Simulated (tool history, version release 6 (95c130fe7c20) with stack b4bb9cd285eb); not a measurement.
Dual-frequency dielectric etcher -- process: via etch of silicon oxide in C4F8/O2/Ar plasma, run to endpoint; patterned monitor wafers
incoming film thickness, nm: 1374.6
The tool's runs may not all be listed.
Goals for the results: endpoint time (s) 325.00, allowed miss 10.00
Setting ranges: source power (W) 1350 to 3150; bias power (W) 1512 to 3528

run    day  source power (W)  bias power (W)  endpoint time (s)
  1  0.000              2250            2520             255.45
  2  0.083              2570            2520             239.90
  3  0.112              2570            2829             227.06
  4  0.192              2390            2829             239.36
  5  0.312              2060            2829             251.85
  6  0.546              1890            2631             267.12
  7  0.600              1760            2464             280.65
  8  0.675              1660            2345             295.93
  9  0.729              1600            2291             305.83
 10  1.071              1600            2291             309.67
 11  1.108              1560            2279             307.50
 12  1.179              1520            2253             313.96

Which of these 4 next moves meets every target?
  A  1.250              1630            1912                  ?
  B  1.250              1620            2273                  ?
  C  1.250              1460            2861                  ?
  D  1.250              1660            2602                  ?

move  endpoint time (s)
   A             332.22
   B             310.10
   C             295.77
   D             290.26
A: all results in spec
B: misses by more than the last run did
C: misses by more than the last run did
D: misses by more than the last run did
A meets every target.
